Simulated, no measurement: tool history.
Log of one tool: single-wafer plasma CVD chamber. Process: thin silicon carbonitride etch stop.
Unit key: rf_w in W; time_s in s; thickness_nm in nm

run 1 day=0.000 | rf_w=250 time_s=7.35 | thickness_nm=4.3466
run 2 day=0.338 | rf_w=265 time_s=7.35 | thickness_nm=4.4304
run 3 day=0.525 | rf_w=275 time_s=7.35 | thickness_nm=4.4399
run 4 day=0.633 | rf_w=275 time_s=6.87 | thickness_nm=4.1797
run 5 day=0.938 | rf_w=280 time_s=7.17 | thickness_nm=4.3597
run 6 day=1.012 | rf_w=295 time_s=7.17 | thickness_nm=4.4002

Forecast run 7:
run 7 day=1.050 | rf_w=295 time_s=7.42 | thickness_nm=?

thickness_nm: 4.5151 nm
